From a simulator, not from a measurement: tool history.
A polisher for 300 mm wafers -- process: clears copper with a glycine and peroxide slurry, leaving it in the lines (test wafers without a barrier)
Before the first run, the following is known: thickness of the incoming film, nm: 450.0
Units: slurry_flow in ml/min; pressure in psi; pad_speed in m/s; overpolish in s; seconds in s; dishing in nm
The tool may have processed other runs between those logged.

{"run": 1, "hour": 0.0, "slurry_flow": 265, "pressure": 2.6, "pad_speed": 0.88, "overpolish": 11, "seconds": 73.274, "dishing": 34.055}
{"run": 2, "hour": 8.0, "slurry_flow": 265, "pressure": 2.8, "pad_speed": 0.88, "overpolish": 10, "seconds": 68.974, "dishing": 32.439}
{"run": 3, "hour": 8.8, "slurry_flow": 265, "pressure": 3.0, "pad_speed": 0.88, "overpolish": 9, "seconds": 67.193, "dishing": 32.544}
{"run": 4, "hour": 15.3, "slurry_flow": 265, "pressure": 3.0, "pad_speed": 0.88, "overpolish": 5, "seconds": 66.61, "dishing": 20.202}
{"run": 5, "hour": 19.9, "slurry_flow": 265, "pressure": 3.2, "pad_speed": 0.9, "overpolish": 5, "seconds": 62.246, "dishing": 20.959}
{"run": 6, "hour": 26.2, "slurry_flow": 265, "pressure": 3.2, "pad_speed": 0.9, "overpolish": 9, "seconds": 63.255, "dishing": 33.077}
{"run": 7, "hour": 27.0, "slurry_flow": 265, "pressure": 3.3, "pad_speed": 0.92, "overpolish": 8, "seconds": 60.32, "dishing": 30.443}

Run 8 comes next. What will it give?
{"run": 8, "hour": 33.8, "slurry_flow": 265, "pressure": 3.3, "pad_speed": 0.92, "overpolish": 8, "seconds": "?", "dishing": "?"}

Run 8 gave seconds 60.404 s, dishing 30.750 nm.
